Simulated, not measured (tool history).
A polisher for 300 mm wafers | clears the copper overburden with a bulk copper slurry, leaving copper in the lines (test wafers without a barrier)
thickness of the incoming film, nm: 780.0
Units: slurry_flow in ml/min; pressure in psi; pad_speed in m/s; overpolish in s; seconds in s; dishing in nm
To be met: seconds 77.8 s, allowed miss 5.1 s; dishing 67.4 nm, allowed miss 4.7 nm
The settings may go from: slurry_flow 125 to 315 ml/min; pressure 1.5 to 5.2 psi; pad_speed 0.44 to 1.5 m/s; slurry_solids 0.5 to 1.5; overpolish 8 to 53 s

run 1 day=0 | slurry_flow=205 pressure=3.3 pad_speed=0.96 slurry_solids=1 overpolish=27 | seconds=92.295 dishing=106.3
run 2 day=0.088 | slurry_flow=205 pressure=3.1 pad_speed=1.04 slurry_solids=1 overpolish=24 | seconds=91.901 dishing=94.716
run 3 day=0.204 | slurry_flow=205 pressure=3.1 pad_speed=1.08 slurry_solids=1 overpolish=22 | seconds=86.536 dishing=93.314
run 4 day=0.5 | slurry_flow=205 pressure=3.1 pad_speed=1.08 slurry_solids=0.9 overpolish=22 | seconds=90.123 dishing=92.006
run 5 day=0.783 | slurry_flow=205 pressure=3 pad_speed=1.12 slurry_solids=0.9 overpolish=20 | seconds=90.453 dishing=87.175
run 6 day=1.054 | slurry_flow=205 pressure=2.3 pad_speed=1.12 slurry_solids=0.9 overpolish=20 | seconds=116.54 dishing=76.211
run 7 day=1.167 | slurry_flow=215 pressure=2.5 pad_speed=1.4 slurry_solids=0.95 overpolish=8 | seconds=87.184 dishing=47.494
run 8 day=1.217 | slurry_flow=215 pressure=2.6 pad_speed=1.38 slurry_solids=0.95 overpolish=9 | seconds=86.455 dishing=55.757
run 9 day=1.429 | slurry_flow=215 pressure=2.7 pad_speed=1.38 slurry_solids=0.95 overpolish=9 | seconds=79.228 dishing=55.704
run 10 day=1.758 | slurry_flow=215 pressure=2.7 pad_speed=1.36 slurry_solids=0.95 overpolish=10 | seconds=82.395 dishing=58.47

5 next moves are on the table. One of them brings every result within its allowed miss. Which?
run A day=2.088 | slurry_flow=220 pressure=2.4 pad_speed=1.42 slurry_solids=1.05 overpolish=8 | seconds=? dishing=?
run B day=2.088 | slurry_flow=260 pressure=2.7 pad_speed=1.5 slurry_solids=0.8 overpolish=8 | seconds=? dishing=?
run C day=2.088 | slurry_flow=205 pressure=3.2 pad_speed=1.08 slurry_solids=0.65 overpolish=15 | seconds=? dishing=?
run D day=2.088 | slurry_flow=195 pressure=2.7 pad_speed=1.2 slurry_solids=0.9 overpolish=15 | seconds=? dishing=?
run E day=2.088 | slurry_flow=250 pressure=2.8 pad_speed=1.36 slurry_solids=1 overpolish=11 | seconds=? dishing=?

move=A seconds=85.684 dishing=49.403
move=B seconds=77.219 dishing=53.831
move=C seconds=97.169 dishing=72.088
move=D seconds=94.835 dishing=72.206
move=E seconds=76.89 dishing=67.843
A: further off than the last run
B: further off than the last run
C: brings the result that was furthest off to its target, and leaves another outside
D: takes the result that was furthest off past its target
E: meets every target
The right move is E.

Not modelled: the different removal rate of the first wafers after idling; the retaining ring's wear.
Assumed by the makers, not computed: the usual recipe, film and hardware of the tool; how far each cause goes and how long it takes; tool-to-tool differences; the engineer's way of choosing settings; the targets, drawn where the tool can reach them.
